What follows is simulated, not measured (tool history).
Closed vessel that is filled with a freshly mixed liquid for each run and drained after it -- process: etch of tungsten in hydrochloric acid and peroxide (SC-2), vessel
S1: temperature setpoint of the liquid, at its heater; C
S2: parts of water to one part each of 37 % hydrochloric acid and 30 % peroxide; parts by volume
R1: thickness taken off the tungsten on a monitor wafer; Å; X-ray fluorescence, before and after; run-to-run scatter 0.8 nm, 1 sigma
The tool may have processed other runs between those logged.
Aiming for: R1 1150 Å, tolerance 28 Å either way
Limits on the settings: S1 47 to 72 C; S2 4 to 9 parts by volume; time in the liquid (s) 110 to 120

Run 1, hour 0: S1 63 C, S2 5 parts by volume, time in the liquid (s) 110. Result: R1 515.29 Å.
Run 2, hour 4.5: S1 65 C, S2 5 parts by volume, time in the liquid (s) 110. Result: R1 595.49 Å.
Run 3, hour 7.5: S1 66.5 C, S2 5 parts by volume, time in the liquid (s) 110. Result: R1 643.19 Å.
Run 4, hour 8.7: S1 67.5 C, S2 5 parts by volume, time in the liquid (s) 110. Result: R1 691.1 Å.
Run 5, hour 13.6: S1 68.5 C, S2 5 parts by volume, time in the liquid (s) 110. Result: R1 730.26 Å.
Run 6, hour 19.1: S1 69 C, S2 5 parts by volume, time in the liquid (s) 110. Result: R1 744.47 Å.
Run 7, hour 24.8: S1 69.5 C, S2 5 parts by volume, time in the liquid (s) 110. Result: R1 775.95 Å.
Run 8, hour 33.4: S1 69.5 C, S2 5 parts by volume, time in the liquid (s) 110. Result: R1 782.85 Å.
Run 9, hour 38: S1 70 C, S2 5 parts by volume, time in the liquid (s) 110. Result: R1 785.79 Å.
Run 10, hour 39: S1 70.5 C, S2 5 parts by volume, time in the liquid (s) 110. Result: R1 811.91 Å.

Exactly one of the 4 candidate moves below puts every result within its allowed miss. Which one?
Run A, hour 40: S1 72 C, S2 4 parts by volume, time in the liquid (s) 120. Result: R1 ?.
Run B, hour 40: S1 71.5 C, S2 4 parts by volume, time in the liquid (s) 115. Result: R1 ?.
Run C, hour 40: S1 71 C, S2 4 parts by volume, time in the liquid (s) 120. Result: R1 ?.
Run D, hour 40: S1 66.5 C, S2 5 parts by volume, time in the liquid (s) 110. Result: R1 ?.

move      R1
   A  1146.2
   B  1066.4
   C  1080.2
   D  647.02
A: hits every target within its allowed miss
B: closes in on the targets versus the last run, not all within tolerance yet
C: closes in on the targets versus the last run, not all within tolerance yet
D: moves away from the targets compared with the last run
So the answer is move A, the one that meets all the targets.
